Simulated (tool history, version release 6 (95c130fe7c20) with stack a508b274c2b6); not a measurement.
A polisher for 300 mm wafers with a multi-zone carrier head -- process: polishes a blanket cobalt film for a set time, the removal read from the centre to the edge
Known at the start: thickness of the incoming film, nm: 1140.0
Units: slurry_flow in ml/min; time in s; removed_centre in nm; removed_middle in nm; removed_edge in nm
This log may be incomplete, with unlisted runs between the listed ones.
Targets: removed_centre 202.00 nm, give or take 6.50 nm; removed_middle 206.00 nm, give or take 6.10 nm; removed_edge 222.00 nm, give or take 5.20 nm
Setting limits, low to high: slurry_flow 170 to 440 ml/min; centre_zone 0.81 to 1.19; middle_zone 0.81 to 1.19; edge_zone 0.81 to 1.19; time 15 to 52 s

run,hour,slurry_flow,centre_zone,middle_zone,edge_zone,time,removed_centre,removed_middle,removed_edge
1,0.0,280,1.00,1.00,1.00,33,175.36,180.15,174.62
2,7.5,285,1.00,1.00,1.03,34,182.66,185.62,183.18
3,12.0,290,1.00,1.00,1.05,34,182.41,185.20,185.69
4,17.6,345,1.00,1.00,1.05,34,184.55,186.51,189.17
5,25.8,345,0.94,1.00,1.05,34,174.75,185.98,185.98
6,33.4,345,0.94,1.05,1.05,34,174.05,194.69,186.25
7,41.3,350,0.95,1.05,1.07,34,174.89,193.56,188.87
8,49.4,355,0.96,1.05,1.09,34,177.98,197.08,191.25

Below are 5 possible settings for the next run. Only one of them brings all results inside the allowed miss of their targets. Which is it?
A,57.5,385,0.97,0.98,1.17,38,?,?,?
B,57.5,375,1.19,1.11,0.88,30,?,?,?
C,57.5,435,1.05,1.14,1.04,32,?,?,?
D,57.5,340,0.81,1.16,1.19,34,?,?,?
E,57.5,340,0.91,1.03,1.13,34,?,?,?

move,removed_centre,removed_middle,removed_edge
A,202.70,202.97,221.94
B,196.36,177.64,152.04
C,186.85,196.05,176.88
D,149.78,207.80,198.36
E,168.29,187.62,193.44
A: all results land within tolerance of their targets
B: the biggest miss grows against the last run
C: the biggest miss grows against the last run
D: the biggest miss grows against the last run
E: closes in on the targets versus the last run, not all within tolerance yet
A is the move that brings every result within its allowed miss.
